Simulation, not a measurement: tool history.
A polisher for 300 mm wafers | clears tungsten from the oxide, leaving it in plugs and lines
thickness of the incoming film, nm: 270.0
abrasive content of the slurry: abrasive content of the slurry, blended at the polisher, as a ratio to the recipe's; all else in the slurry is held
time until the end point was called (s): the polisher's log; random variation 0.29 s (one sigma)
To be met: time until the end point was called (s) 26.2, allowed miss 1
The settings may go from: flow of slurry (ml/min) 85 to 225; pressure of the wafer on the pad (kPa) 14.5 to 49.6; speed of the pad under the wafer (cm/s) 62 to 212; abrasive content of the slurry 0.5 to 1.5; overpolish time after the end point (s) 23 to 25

| run | hour | flow of slurry (ml/min) | pressure of the wafer on the pad (kPa) | speed of the pad under the wafer (cm/s) | abrasive content of the slurry | overpolish time after the end point (s) | time until the end point was called (s) |
|---|---|---|---|---|---|---|---|
| 1 | 0 | 145 | 31.7 | 136 | 1 | 23 | 39.717 |
| 2 | 3.3 | 150 | 34.5 | 136 | 1 | 23 | 36.204 |
| 3 | 10.4 | 150 | 34.5 | 136 | 0.85 | 23 | 38.329 |
| 4 | 11.3 | 155 | 36.5 | 136 | 0.85 | 23 | 35.533 |
| 5 | 16.8 | 160 | 38.6 | 136 | 0.85 | 23 | 33.59 |
| 6 | 24.7 | 160 | 40 | 136 | 0.85 | 23 | 32.753 |
| 7 | 31.3 | 160 | 40 | 136 | 0.85 | 23 | 32.585 |
| 8 | 39.6 | 160 | 41.4 | 136 | 0.85 | 23 | 31.511 |
| 9 | 47.9 | 160 | 42.7 | 136 | 0.85 | 23 | 30.4 |
| 10 | 51.2 | 165 | 43.4 | 136 | 0.85 | 23 | 30.142 |

Which of these 4 next moves meets every target?
| A | 54.5 | 165 | 46.9 | 160 | 0.85 | 25 | ? |
| B | 54.5 | 165 | 49.6 | 148 | 0.9 | 24 | ? |
| C | 54.5 | 160 | 46.9 | 146 | 0.85 | 23 | ? |
| D | 54.5 | 90 | 44.1 | 130 | 1 | 23 | ? |

| move | time until the end point was called (s) |
|---|---|
| A | 24.545 |
| B | 24.586 |
| C | 26.654 |
| D | 33.899 |
A: takes the result that was furthest off past its target
B: takes the result that was furthest off past its target
C: meets every target
D: further off than the last run
The right move is C.
